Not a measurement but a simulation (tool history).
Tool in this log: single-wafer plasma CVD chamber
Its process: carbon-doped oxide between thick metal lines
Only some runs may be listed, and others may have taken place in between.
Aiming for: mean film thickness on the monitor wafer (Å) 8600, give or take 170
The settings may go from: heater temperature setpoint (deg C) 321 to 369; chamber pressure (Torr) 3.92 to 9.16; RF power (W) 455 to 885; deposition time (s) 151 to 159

run	hour	heater temperature setpoint (deg C)	chamber pressure (Torr)	RF power (W)	deposition time (s)	mean film thickness on the monitor wafer (Å)
1	0	345	6.54	670	159	9606.6
2	2.9	347	6.37	655	159	9364.9
3	11.6	339	6.37	655	159	9618.5
4	12.9	342	6.15	645	159	9401.7
5	18	349	6.15	645	159	9193.8
6	23.5	351	6	640	159	9071.7
7	26.9	353	5.88	635	159	8933
8	29.3	353	5.88	635	159	8959.3
9	30	354	5.79	630	159	8780.4
10	38.7	355	5.75	630	159	8761
11	46	356	5.71	630	159	8821.6

Which of these 4 next moves meets every target?
A	53.3	344	5.96	625	159	?
B	53.3	345	5.96	635	158	?
C	53.3	346	5.21	625	155	?
D	53.3	352	6.27	645	159	?

move	mean film thickness on the monitor wafer (Å)
A	8999.4
B	9049
C	8578.9
D	9138.2
A: the biggest miss grows against the last run
B: the biggest miss grows against the last run
C: every result within its allowed miss
D: the biggest miss grows against the last run
Correct choice: C, which meets every target

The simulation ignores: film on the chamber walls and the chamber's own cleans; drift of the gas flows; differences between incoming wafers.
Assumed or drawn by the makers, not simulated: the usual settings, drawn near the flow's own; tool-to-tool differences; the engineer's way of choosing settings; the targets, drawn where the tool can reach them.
